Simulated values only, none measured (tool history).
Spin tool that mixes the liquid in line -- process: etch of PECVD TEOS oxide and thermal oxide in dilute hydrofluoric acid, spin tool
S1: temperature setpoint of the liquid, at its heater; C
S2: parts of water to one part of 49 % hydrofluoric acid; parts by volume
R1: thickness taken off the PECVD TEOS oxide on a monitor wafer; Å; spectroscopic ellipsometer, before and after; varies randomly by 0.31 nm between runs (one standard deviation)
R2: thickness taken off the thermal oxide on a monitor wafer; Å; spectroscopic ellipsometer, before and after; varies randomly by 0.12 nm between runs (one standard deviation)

run 1 hour=0.0 | S1=24.0 S2=95 time_under_the_liquid_(s)=180 | R1=243.87 R2=92.251
run 2 hour=6.2 | S1=22.5 S2=95 time_under_the_liquid_(s)=180 | R1=231.15 R2=87.102
run 3 hour=14.1 | S1=25.0 S2=90 time_under_the_liquid_(s)=180 | R1=272.92 R2=101.220
run 4 hour=20.9 | S1=28.0 S2=90 time_under_the_liquid_(s)=180 | R1=309.65 R2=114.870
run 5 hour=29.8 | S1=25.0 S2=90 time_under_the_liquid_(s)=180 | R1=273.61 R2=101.220
run 6 hour=36.6 | S1=25.0 S2=115 time_under_the_liquid_(s)=180 | R1=206.20 R2=75.682
run 7 hour=45.0 | S1=25.0 S2=115 time_under_the_liquid_(s)=180 | R1=206.60 R2=76.695
run 8 hour=47.7 | S1=27.0 S2=105 time_under_the_liquid_(s)=180 | R1=247.66 R2=90.421
run 9 hour=52.7 | S1=30.0 S2=75 time_under_the_liquid_(s)=180 | R1=407.38 R2=151.170

Run 10, settings as shown, results not yet in. Your forecast:
run 10 hour=53.4 | S1=29.5 S2=75 time_under_the_liquid_(s)=180 | R1=? R2=?

R1: 400.51 Å
R2: 150.780 Å

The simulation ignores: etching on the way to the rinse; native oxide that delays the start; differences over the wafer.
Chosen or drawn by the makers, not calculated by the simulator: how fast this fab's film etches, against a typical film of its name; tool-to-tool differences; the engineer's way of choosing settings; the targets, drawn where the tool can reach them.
